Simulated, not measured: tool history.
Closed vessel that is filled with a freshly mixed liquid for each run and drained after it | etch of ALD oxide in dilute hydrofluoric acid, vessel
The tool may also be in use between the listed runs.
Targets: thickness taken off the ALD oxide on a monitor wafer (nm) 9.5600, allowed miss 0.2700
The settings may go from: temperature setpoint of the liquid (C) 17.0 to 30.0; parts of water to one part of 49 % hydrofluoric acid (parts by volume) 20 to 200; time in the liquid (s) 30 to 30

run    day  temperature setpoint of the liquid (C)  parts of water to one part of 49 % hydrofluoric acid (parts by volume)  time in the liquid (s)  thickness taken off the ALD oxide on a monitor wafer (nm)
  1  0.000                                    22.0                                                                     110                      30                                                     5.2779
  2  0.046                                    22.0                                                                     110                      30                                                     5.3507
  3  0.167                                    22.0                                                                     125                      30                                                     4.5498
  4  0.325                                    22.0                                                                     125                      30                                                     4.5320
  5  0.479                                    25.0                                                                     125                      30                                                     5.1394
  6  0.579                                    25.5                                                                     120                      30                                                     5.4140
  7  0.633                                    26.0                                                                     115                      30                                                     5.8467
  8  0.775                                    26.5                                                                     110                      30                                                     6.3030
  9  1.117                                    27.0                                                                     105                      30                                                     6.8609
 10  1.475                                    27.0                                                                     105                      30                                                     6.7645

Which of these 4 next moves meets every target?
  A  1.833                                    27.5                                                                      90                      30                                                          ?
  B  1.833                                    27.5                                                                      70                      30                                                          ?
  C  1.833                                    28.0                                                                      80                      30                                                          ?
  D  1.833                                    30.0                                                                      70                      30                                                          ?

move  thickness taken off the ALD oxide on a monitor wafer (nm)
   A                                                     8.2651
   B                                                    10.9230
   C                                                     9.6114
   D                                                    12.0400
A: nearer than the last run, and not there yet
B: takes the result that was furthest off past its target
C: meets every target
D: takes the result that was furthest off past its target
Answer: C

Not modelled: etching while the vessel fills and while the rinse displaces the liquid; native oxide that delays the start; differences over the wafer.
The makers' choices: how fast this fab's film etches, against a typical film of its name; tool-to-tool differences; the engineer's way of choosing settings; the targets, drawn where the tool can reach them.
